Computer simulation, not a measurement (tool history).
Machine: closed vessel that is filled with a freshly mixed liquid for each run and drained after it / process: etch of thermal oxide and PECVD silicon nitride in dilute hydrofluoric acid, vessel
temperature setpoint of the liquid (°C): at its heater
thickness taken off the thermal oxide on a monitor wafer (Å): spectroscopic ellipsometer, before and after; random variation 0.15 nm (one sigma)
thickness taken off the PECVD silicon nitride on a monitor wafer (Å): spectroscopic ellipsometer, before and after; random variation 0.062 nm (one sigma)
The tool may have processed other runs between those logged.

run    day  temperature setpoint of the liquid (°C)  parts of water to one part of 49 % hydrofluoric acid (parts by volume)  time in the liquid (s)  thickness taken off the thermal oxide on a monitor wafer (Å)  thickness taken off the PECVD silicon nitride on a monitor wafer (Å)
  1  0.000                                     20.0                                                                      60                     410                                                        288.59                                                                78.130
  2  0.367                                     20.0                                                                      60                     290                                                        204.41                                                                55.922
  3  0.750                                     21.0                                                                      60                     290                                                        214.13                                                                59.831
  4  1.079                                     21.0                                                                      70                     290                                                        179.77                                                                50.758
  5  1.358                                     21.5                                                                      70                     290                                                        183.73                                                                52.104
  6  1.442                                     21.5                                                                      60                     290                                                        218.40                                                                61.399
  7  1.662                                     21.5                                                                      60                     290                                                        217.89                                                                61.493
  8  1.738                                     22.0                                                                      60                     290                                                        220.91                                                                62.965
  9  1.967                                     22.5                                                                      60                     290                                                        227.00                                                                65.730

The next listed run, before its measurement:
 10  2.329                                     23.0                                                                      60                     290                                                             ?                                                                     ?

{"run 10": {"thickness taken off the thermal oxide on a monitor wafer (Å)": 234.74, "thickness taken off the PECVD silicon nitride on a monitor wafer (Å)": 67.212}}

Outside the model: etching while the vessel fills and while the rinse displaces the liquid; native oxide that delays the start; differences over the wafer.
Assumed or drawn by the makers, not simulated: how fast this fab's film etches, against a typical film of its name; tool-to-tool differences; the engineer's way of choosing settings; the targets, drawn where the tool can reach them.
